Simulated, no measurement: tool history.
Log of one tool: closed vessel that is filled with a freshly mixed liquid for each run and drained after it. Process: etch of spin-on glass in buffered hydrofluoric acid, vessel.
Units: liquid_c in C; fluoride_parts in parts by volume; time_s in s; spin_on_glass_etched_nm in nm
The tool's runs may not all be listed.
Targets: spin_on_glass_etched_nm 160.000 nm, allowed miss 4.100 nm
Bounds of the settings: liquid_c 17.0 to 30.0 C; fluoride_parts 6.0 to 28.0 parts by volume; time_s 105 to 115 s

| run | hour | liquid_c | fluoride_parts | time_s | spin_on_glass_etched_nm |
|---|---|---|---|---|---|
| 1 | 0.0 | 22.0 | 17.0 | 105 | 126.660 |
| 2 | 4.8 | 22.0 | 21.0 | 105 | 103.290 |
| 3 | 9.6 | 22.0 | 25.0 | 105 | 92.292 |
| 4 | 12.6 | 22.0 | 22.5 | 105 | 98.701 |
| 5 | 20.8 | 22.0 | 22.5 | 105 | 99.494 |
| 6 | 26.1 | 22.0 | 19.5 | 105 | 109.200 |
| 7 | 29.5 | 22.0 | 19.5 | 105 | 108.280 |
| 8 | 32.8 | 23.0 | 19.5 | 105 | 115.690 |
| 9 | 36.0 | 24.0 | 19.5 | 105 | 121.370 |
| 10 | 40.8 | 25.0 | 19.5 | 105 | 130.050 |

4 next moves are on the table. One of them brings every result within its allowed miss. Which?
| A | 45.6 | 23.5 | 16.0 | 110 | ? |
| B | 45.6 | 27.5 | 20.0 | 115 | ? |
| C | 45.6 | 27.5 | 18.5 | 115 | ? |
| D | 45.6 | 27.5 | 21.0 | 110 | ? |

| move | spin_on_glass_etched_nm |
|---|---|
| A | 149.630 |
| B | 155.960 |
| C | 168.400 |
| D | 144.270 |
A: nearer than the last run, and not there yet
B: meets every target
C: takes the result that was furthest off past its target
D: nearer than the last run, and not there yet
Move B is the one to make.
